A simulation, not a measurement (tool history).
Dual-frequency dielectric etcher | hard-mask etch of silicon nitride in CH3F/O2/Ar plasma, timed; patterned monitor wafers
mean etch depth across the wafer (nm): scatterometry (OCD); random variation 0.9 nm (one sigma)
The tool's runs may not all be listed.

| run | hour | source power (W) | bias power (W) | etch time (s) | mean etch depth across the wafer (nm) |
|---|---|---|---|---|---|
| 1 | 0.0 | 420 | 53 | 297.0 | 200.83 |
| 2 | 4.4 | 420 | 53 | 297.0 | 201.49 |
| 3 | 11.4 | 450 | 54 | 297.0 | 207.99 |
| 4 | 12.5 | 450 | 54 | 297.0 | 207.48 |
| 5 | 14.2 | 470 | 55 | 297.0 | 211.87 |
| 6 | 22.9 | 470 | 52 | 297.0 | 209.28 |
| 7 | 27.9 | 490 | 53 | 297.5 | 214.88 |
| 8 | 35.2 | 510 | 54 | 297.5 | 219.51 |
| 9 | 41.9 | 520 | 55 | 297.5 | 219.41 |
| 10 | 49.3 | 520 | 55 | 297.5 | 222.01 |
| 11 | 53.9 | 520 | 55 | 297.5 | 221.98 |
| 12 | 55.3 | 530 | 56 | 297.5 | 223.06 |
| 13 | 62.4 | 540 | 57 | 298.0 | 227.42 |

Forecast run 14:
| 14 | 63.6 | 550 | 58 | 298.0 | ? |

{"run 14": {"mean etch depth across the wafer (nm)": 229.31}}

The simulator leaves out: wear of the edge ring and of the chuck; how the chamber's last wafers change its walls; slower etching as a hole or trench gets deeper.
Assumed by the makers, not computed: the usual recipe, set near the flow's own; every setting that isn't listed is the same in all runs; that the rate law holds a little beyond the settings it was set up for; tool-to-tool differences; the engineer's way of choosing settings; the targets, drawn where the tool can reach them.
